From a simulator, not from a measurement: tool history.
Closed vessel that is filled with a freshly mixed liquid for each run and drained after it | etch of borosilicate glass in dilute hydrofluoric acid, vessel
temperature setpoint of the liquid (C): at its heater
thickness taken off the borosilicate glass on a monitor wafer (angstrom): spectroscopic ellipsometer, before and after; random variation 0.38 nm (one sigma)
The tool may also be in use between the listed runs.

run    day  temperature setpoint of the liquid (C)  parts of water to one part of 49 % hydrofluoric acid (parts by volume)  time in the liquid (s)  thickness taken off the borosilicate glass on a monitor wafer (angstrom)
  1  0.000                                    24.0                                                                      60                      30                                                                    184.94
  2  0.308                                    26.0                                                                      55                      30                                                                    219.09
  3  0.400                                    27.5                                                                      50                      30                                                                    256.81
  4  0.758                                    27.5                                                                      50                      30                                                                    260.38
  5  0.883                                    29.0                                                                      45                      30                                                                    313.23
  6  1.088                                    29.0                                                                      50                      30                                                                    272.26
  7  1.138                                    30.0                                                                      45                      30                                                                    319.97
  8  1.408                                    30.5                                                                      45                      30                                                                    322.84

The next listed run, before its measurement:
  9  1.600                                    31.0                                                                      45                      30                                                                         ?

thickness taken off the borosilicate glass on a monitor wafer (angstrom): 326.44

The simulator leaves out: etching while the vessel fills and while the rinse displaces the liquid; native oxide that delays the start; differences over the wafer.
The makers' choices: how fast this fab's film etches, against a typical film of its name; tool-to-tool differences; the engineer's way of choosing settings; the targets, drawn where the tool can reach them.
